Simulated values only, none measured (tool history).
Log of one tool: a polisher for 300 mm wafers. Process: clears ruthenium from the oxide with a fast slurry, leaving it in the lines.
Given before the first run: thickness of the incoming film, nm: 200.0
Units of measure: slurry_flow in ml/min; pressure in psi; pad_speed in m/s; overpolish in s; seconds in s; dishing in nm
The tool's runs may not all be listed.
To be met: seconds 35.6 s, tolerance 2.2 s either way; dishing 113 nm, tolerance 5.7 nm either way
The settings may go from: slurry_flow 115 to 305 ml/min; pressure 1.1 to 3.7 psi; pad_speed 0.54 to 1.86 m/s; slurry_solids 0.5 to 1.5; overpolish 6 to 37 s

Run 1, day 0: slurry_flow 195 ml/min, pressure 2.4 psi, pad_speed 1.18 m/s, slurry_solids 1, overpolish 19 s. Result: seconds 42.573 s, dishing 71.205 nm.
Run 2, day 0.133: slurry_flow 195 ml/min, pressure 2.5 psi, pad_speed 1.18 m/s, slurry_solids 1, overpolish 20 s. Result: seconds 41.154 s, dishing 74.988 nm.
Run 3, day 0.208: slurry_flow 195 ml/min, pressure 2.3 psi, pad_speed 1.18 m/s, slurry_solids 1, overpolish 20 s. Result: seconds 43.541 s, dishing 71.971 nm.
Run 4, day 0.467: slurry_flow 195 ml/min, pressure 2.3 psi, pad_speed 1.3 m/s, slurry_solids 1, overpolish 20 s. Result: seconds 39.454 s, dishing 77.376 nm.
Run 5, day 0.825: slurry_flow 195 ml/min, pressure 2.3 psi, pad_speed 1.16 m/s, slurry_solids 1, overpolish 20 s. Result: seconds 46.776 s, dishing 70.774 nm.
Run 6, day 1.046: slurry_flow 195 ml/min, pressure 2.3 psi, pad_speed 1.16 m/s, slurry_solids 1, overpolish 15 s. Result: seconds 43.41 s, dishing 55.115 nm.
Run 7, day 1.25: slurry_flow 195 ml/min, pressure 2.3 psi, pad_speed 1.16 m/s, slurry_solids 1, overpolish 15 s. Result: seconds 44.884 s, dishing 56.647 nm.
Run 8, day 1.417: slurry_flow 195 ml/min, pressure 2.4 psi, pad_speed 1.16 m/s, slurry_solids 1, overpolish 17 s. Result: seconds 42.135 s, dishing 61.367 nm.
Run 9, day 1.771: slurry_flow 195 ml/min, pressure 2.4 psi, pad_speed 1.18 m/s, slurry_solids 1, overpolish 18 s. Result: seconds 42.319 s, dishing 66.53 nm.
Run 10, day 2.017: slurry_flow 195 ml/min, pressure 2.5 psi, pad_speed 1.18 m/s, slurry_solids 1, overpolish 19 s. Result: seconds 42.117 s, dishing 72.926 nm.
Run 11, day 2.075: slurry_flow 195 ml/min, pressure 2.6 psi, pad_speed 1.18 m/s, slurry_solids 1, overpolish 20 s. Result: seconds 40.333 s, dishing 78.325 nm.
Run 12, day 2.312: slurry_flow 195 ml/min, pressure 2.7 psi, pad_speed 1.18 m/s, slurry_solids 1, overpolish 21 s. Result: seconds 39.285 s, dishing 82.529 nm.
Run 13, day 2.538: slurry_flow 195 ml/min, pressure 2.7 psi, pad_speed 1.18 m/s, slurry_solids 1, overpolish 22 s. Result: seconds 38.16 s, dishing 87.575 nm.
Run 14, day 2.842: slurry_flow 195 ml/min, pressure 2.7 psi, pad_speed 1.18 m/s, slurry_solids 1, overpolish 23 s. Result: seconds 37.039 s, dishing 89.391 nm.
Run 15, day 3.038: slurry_flow 195 ml/min, pressure 2.7 psi, pad_speed 1.18 m/s, slurry_solids 1, overpolish 24 s. Result: seconds 38.817 s, dishing 92.68 nm.
Run 16, day 3.075: slurry_flow 195 ml/min, pressure 2.7 psi, pad_speed 1.18 m/s, slurry_solids 1, overpolish 24 s. Result: seconds 38.843 s, dishing 89.612 nm.
Run 17, day 3.362: slurry_flow 195 ml/min, pressure 2.7 psi, pad_speed 1.18 m/s, slurry_solids 1, overpolish 25 s. Result: seconds 37.668 s, dishing 93.789 nm.
Run 18, day 3.412: slurry_flow 195 ml/min, pressure 2.7 psi, pad_speed 1.18 m/s, slurry_solids 1, overpolish 26 s. Result: seconds 37.101 s, dishing 94.461 nm.
Run 19, day 3.546: slurry_flow 195 ml/min, pressure 2.7 psi, pad_speed 1.18 m/s, slurry_solids 1, overpolish 27 s. Result: seconds 39.45 s, dishing 100.08 nm.
Run 20, day 3.75: slurry_flow 195 ml/min, pressure 2.8 psi, pad_speed 1.18 m/s, slurry_solids 1, overpolish 28 s. Result: seconds 37.976 s, dishing 105.33 nm.
Run 21, day 3.962: slurry_flow 195 ml/min, pressure 2.8 psi, pad_speed 1.18 m/s, slurry_solids 1, overpolish 28 s. Result: seconds 38.522 s, dishing 107.36 nm.

Next run, 4 choices. One meets every target within its allowed miss, the rest don't. Which?
Run A, day 4.175: slurry_flow 240 ml/min, pressure 2.9 psi, pad_speed 0.92 m/s, slurry_solids 1.2, overpolish 32 s. Result: seconds ?, dishing ?.
Run B, day 4.175: slurry_flow 195 ml/min, pressure 2.9 psi, pad_speed 1.14 m/s, slurry_solids 0.9, overpolish 28 s. Result: seconds ?, dishing ?.
Run C, day 4.175: slurry_flow 205 ml/min, pressure 2.9 psi, pad_speed 1.2 m/s, slurry_solids 1.05, overpolish 35 s. Result: seconds ?, dishing ?.
Run D, day 4.175: slurry_flow 190 ml/min, pressure 2.7 psi, pad_speed 1.32 m/s, slurry_solids 0.95, overpolish 29 s. Result: seconds ?, dishing ?.

move  seconds  dishing
   A   40.508   112.02
   B   40.547   101.53
   C   34.975   131.67
   D   36.473   112.54
A: lands further from the targets than the last run did
B: lands further from the targets than the last run did
C: gets the furthest-off result to its target, but another result is out of tolerance
D: in spec on every target
So the answer is move D, the one that meets all the targets.
